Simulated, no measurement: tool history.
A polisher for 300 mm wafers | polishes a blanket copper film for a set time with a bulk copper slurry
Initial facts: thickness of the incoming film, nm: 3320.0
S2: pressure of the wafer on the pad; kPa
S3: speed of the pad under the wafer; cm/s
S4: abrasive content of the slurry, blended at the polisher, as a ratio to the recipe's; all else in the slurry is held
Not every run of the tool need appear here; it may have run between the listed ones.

run 1 hour=0.0 | flow_of_slurry_(ml/min)=135 S2=11.7 S3=94 S4=1.00 polishing_time_(s)=100 | film_removed_(Å)=4242.4
run 2 hour=2.6 | flow_of_slurry_(ml/min)=135 S2=11.7 S3=94 S4=1.15 polishing_time_(s)=100 | film_removed_(Å)=4437.7
run 3 hour=8.5 | flow_of_slurry_(ml/min)=135 S2=11.7 S3=94 S4=1.20 polishing_time_(s)=100 | film_removed_(Å)=4533.6
run 4 hour=17.2 | flow_of_slurry_(ml/min)=135 S2=10.3 S3=92 S4=1.20 polishing_time_(s)=100 | film_removed_(Å)=4051.8
run 5 hour=23.1 | flow_of_slurry_(ml/min)=135 S2=9.7 S3=88 S4=1.20 polishing_time_(s)=100 | film_removed_(Å)=3705.1
run 6 hour=28.6 | flow_of_slurry_(ml/min)=135 S2=9.0 S3=86 S4=1.20 polishing_time_(s)=100 | film_removed_(Å)=3275.0
run 7 hour=34.2 | flow_of_slurry_(ml/min)=135 S2=8.3 S3=86 S4=1.20 polishing_time_(s)=100 | film_removed_(Å)=3073.5

Forecast run 8:
run 8 hour=34.8 | flow_of_slurry_(ml/min)=135 S2=7.6 S3=86 S4=1.20 polishing_time_(s)=100 | film_removed_(Å)=?

{"run 8": {"film removed (Å)": 2861.3}}
